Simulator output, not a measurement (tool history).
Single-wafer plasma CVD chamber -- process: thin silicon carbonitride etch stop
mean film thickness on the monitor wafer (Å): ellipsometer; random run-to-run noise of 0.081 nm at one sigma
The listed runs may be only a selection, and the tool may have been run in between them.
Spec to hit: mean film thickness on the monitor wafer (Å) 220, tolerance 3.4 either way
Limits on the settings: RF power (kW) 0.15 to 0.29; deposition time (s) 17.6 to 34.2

run  hour  RF power (kW)  deposition time (s)  mean film thickness on the monitor wafer (Å)
  1     0           0.22                 25.9                                        166.53
  2   6.3           0.19                 25.9                                        160.21
  3  11.4           0.19                 29.3                                        182.39
  4  19.2           0.16                 29.3                                         174.1
  5  24.9           0.16                 32.1                                        189.55
  6  32.8           0.18                 32.4                                        198.63
  7  41.3          0.195                 32.6                                        202.65
  8  43.7          0.205                 32.8                                        206.55

Exactly one of the 4 candidate moves below puts every result within its allowed miss. Which one?
  A  46.1          0.185                 31.7                                             ?
  B  46.1          0.195                 31.2                                             ?
  C  46.1          0.255                 31.9                                             ?
  D  46.1          0.235                 33.6                                             ?

move  mean film thickness on the monitor wafer (Å)
   A                                         193.2
   B                                        192.66
   C                                        210.98
   D                                        217.57
A: further off than the last run
B: further off than the last run
C: moves toward the targets from the last run without getting all of them in spec
D: all results in spec
So the answer is move D, the one that meets all the targets.

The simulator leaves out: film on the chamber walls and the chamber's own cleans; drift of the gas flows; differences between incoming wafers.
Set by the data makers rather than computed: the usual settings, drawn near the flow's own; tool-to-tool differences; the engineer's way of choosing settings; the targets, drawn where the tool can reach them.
